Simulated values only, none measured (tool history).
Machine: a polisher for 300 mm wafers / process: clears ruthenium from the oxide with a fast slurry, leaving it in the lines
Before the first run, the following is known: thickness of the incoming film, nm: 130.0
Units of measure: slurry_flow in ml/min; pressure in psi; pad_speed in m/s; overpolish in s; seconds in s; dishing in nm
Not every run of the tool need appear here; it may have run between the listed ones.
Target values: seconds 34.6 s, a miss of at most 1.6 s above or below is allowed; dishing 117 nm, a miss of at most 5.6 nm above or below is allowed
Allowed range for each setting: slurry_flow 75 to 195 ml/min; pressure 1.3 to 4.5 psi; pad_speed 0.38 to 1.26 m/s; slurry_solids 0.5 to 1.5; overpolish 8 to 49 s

run,hour,slurry_flow,pressure,pad_speed,slurry_solids,overpolish,seconds,dishing
1,0,125,2.9,0.82,1,25,44.315,63.786
2,1.2,125,3.4,0.82,1,25,38.303,72.26
3,3.5,120,3.5,0.82,1,27,36.049,78.307
4,8.5,120,4.2,0.82,1,27,30.239,91.343
5,17.4,120,4.1,0.82,1,29,30.218,96.112
6,18.5,120,4.1,0.82,1,33,31.739,106.69
7,22.4,120,4.1,0.82,1,34,30.718,109.7
8,30.5,120,4,0.82,1,35,31.418,108.91

Which single option among these 5 for the next run brings every result within its allowed miss of target? Just one does.
A,38.6,130,4.5,0.78,1.05,40,?,?
B,38.6,130,4.1,0.74,1.05,33,?,?
C,38.6,90,3.9,1.06,0.8,37,?,?
D,38.6,140,4.1,0.66,1.2,42,?,?
E,38.6,110,4.1,0.86,1.05,32,?,?

move,seconds,dishing
A,29.078,127.18
B,33.519,99.587
C,29.158,120.19
D,35.207,114.98
E,29.574,106.99
A: further off than the last run
B: meets the target for the result that was furthest off, but another lies outside its allowed miss
C: further off than the last run
D: each result inside its tolerance
E: further off than the last run
Answer: D
